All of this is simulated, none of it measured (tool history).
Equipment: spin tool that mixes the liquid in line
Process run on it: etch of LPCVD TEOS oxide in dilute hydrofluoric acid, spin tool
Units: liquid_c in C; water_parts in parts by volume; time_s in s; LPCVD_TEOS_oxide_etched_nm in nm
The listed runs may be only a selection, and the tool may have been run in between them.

Run 1, hour 0: liquid_c 24 C, water_parts 85 parts by volume, time_s 115 s. Result: LPCVD_TEOS_oxide_etched_nm 51.954 nm.
Run 2, hour 6.1: liquid_c 23 C, water_parts 90 parts by volume, time_s 115 s. Result: LPCVD_TEOS_oxide_etched_nm 46.746 nm.
Run 3, hour 14.8: liquid_c 23 C, water_parts 90 parts by volume, time_s 120 s. Result: LPCVD_TEOS_oxide_etched_nm 48.88 nm.
Run 4, hour 19: liquid_c 22 C, water_parts 90 parts by volume, time_s 120 s. Result: LPCVD_TEOS_oxide_etched_nm 46.826 nm.
Run 5, hour 25.7: liquid_c 21 C, water_parts 90 parts by volume, time_s 120 s. Result: LPCVD_TEOS_oxide_etched_nm 44.527 nm.
Run 6, hour 29: liquid_c 20.5 C, water_parts 90 parts by volume, time_s 120 s. Result: LPCVD_TEOS_oxide_etched_nm 43.796 nm.

Run 7, settings as shown, results not yet in. Your forecast:
Run 7, hour 36.2: liquid_c 20 C, water_parts 90 parts by volume, time_s 120 s. Result: LPCVD_TEOS_oxide_etched_nm ?.

Run 7 measured LPCVD_TEOS_oxide_etched_nm 43.201 nm.
